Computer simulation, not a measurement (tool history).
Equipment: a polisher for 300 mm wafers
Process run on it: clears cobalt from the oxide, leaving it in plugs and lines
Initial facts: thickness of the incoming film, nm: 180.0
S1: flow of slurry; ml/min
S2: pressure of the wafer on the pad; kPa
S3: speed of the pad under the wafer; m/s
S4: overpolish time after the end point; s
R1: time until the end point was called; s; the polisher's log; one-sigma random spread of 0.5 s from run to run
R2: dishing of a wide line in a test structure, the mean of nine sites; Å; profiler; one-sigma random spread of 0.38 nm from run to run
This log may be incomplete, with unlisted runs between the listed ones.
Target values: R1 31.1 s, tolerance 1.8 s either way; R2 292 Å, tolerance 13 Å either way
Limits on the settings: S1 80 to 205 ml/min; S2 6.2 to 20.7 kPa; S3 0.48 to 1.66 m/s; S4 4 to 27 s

run    day   S1    S2    S3  S4      R1      R2
  1      0  135  13.1  1.06  14  28.063  474.82
  2  0.108  135  12.4  1.06  12  28.326  436.62
  3  0.358  135  10.3  1.06  12   34.09  390.17
  4  0.679  135  10.3  1.06  17  35.068  476.17
  5  0.804  135  10.3  1.06  23  34.999  543.43
  6  0.954  135  10.3  1.06  27  34.825  570.37
  7  1.304  125  11.7  0.94  22  34.238  534.74
  8  1.388  140  10.3  1.06  18  34.209  487.68
  9  1.683  130  10.3  1.08  15    34.2  451.05
 10  1.717  145    11  1.04  13  32.634  422.95
 11  1.971  155  11.7  0.98  11   32.11  389.88
 12  2.054  165  11.7  0.94  10  32.022  355.44
 13  2.425  195  11.7   0.9   6  32.941  252.36
 14  2.638  190  11.7   0.9   6   32.61  251.62
 15  2.796  185  11.7   0.9   6  32.472  250.92
 16  2.962  180  11.7   0.9   6  32.236  246.49

4 next moves are on the table. One of them brings every result within its allowed miss. Which?
  A  3.129  185  10.3  0.94   8   ?   ?
  B  3.129  165  13.1  0.84   7   ?   ?
  C  3.129  190  14.5  0.86   7   ?   ?
  D  3.129  165  11.7   0.8   7   ?   ?

move      R1      R2
   A  35.919  286.71
   B  31.564  285.59
   C  27.549  314.78
   D  36.382  256.81
A: the worst result of the last run now meets its target, but another is out of spec
B: each result inside its tolerance
C: pushes the last run's worst result past its target
D: closer than the last run, but not yet in spec
Move B is the one to make.
